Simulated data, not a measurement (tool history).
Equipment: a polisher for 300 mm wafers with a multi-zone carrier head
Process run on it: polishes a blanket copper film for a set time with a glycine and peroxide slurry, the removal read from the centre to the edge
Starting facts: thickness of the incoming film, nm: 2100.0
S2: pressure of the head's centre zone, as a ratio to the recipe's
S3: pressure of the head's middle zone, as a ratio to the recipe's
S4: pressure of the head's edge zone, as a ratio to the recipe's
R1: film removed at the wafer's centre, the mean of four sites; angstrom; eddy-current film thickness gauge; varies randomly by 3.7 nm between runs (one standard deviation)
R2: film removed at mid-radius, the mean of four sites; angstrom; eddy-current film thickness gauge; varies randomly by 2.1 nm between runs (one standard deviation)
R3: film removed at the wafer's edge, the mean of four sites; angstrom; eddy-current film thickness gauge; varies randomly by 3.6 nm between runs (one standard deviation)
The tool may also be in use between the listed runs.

{"run": 1, "hour": 0.0, "flow of slurry (ml/min)": 320, "S2": 1, "S3": 1, "S4": 1, "polishing time (s)": 37, "R1": 2641, "R2": 2444.8, "R3": 2404.4}
{"run": 2, "hour": 1.4, "flow of slurry (ml/min)": 320, "S2": 1, "S3": 1, "S4": 0.96, "polishing time (s)": 37, "R1": 2662.6, "R2": 2411.7, "R3": 2391.8}
{"run": 3, "hour": 5.1, "flow of slurry (ml/min)": 320, "S2": 0.97, "S3": 1.01, "S4": 1, "polishing time (s)": 39, "R1": 2748.7, "R2": 2589.6, "R3": 2483.5}
{"run": 4, "hour": 7.3, "flow of slurry (ml/min)": 260, "S2": 0.97, "S3": 1.01, "S4": 1, "polishing time (s)": 39, "R1": 2597.7, "R2": 2524.6, "R3": 2485.6}
{"run": 5, "hour": 8.6, "flow of slurry (ml/min)": 245, "S2": 0.95, "S3": 1.02, "S4": 1.04, "polishing time (s)": 41, "R1": 2712.3, "R2": 2683.3, "R3": 2659.7}
{"run": 6, "hour": 13.2, "flow of slurry (ml/min)": 230, "S2": 0.93, "S3": 1.04, "S4": 1.07, "polishing time (s)": 42, "R1": 2678.8, "R2": 2757, "R3": 2766.4}

Forecast run 7:
{"run": 7, "hour": 14.2, "flow of slurry (ml/min)": 240, "S2": 0.92, "S3": 1.07, "S4": 1.1, "polishing time (s)": 43, "R1": "?", "R2": "?", "R3": "?"}

R1: 2772.7 angstrom
R2: 2912.6 angstrom
R3: 2854.1 angstrom

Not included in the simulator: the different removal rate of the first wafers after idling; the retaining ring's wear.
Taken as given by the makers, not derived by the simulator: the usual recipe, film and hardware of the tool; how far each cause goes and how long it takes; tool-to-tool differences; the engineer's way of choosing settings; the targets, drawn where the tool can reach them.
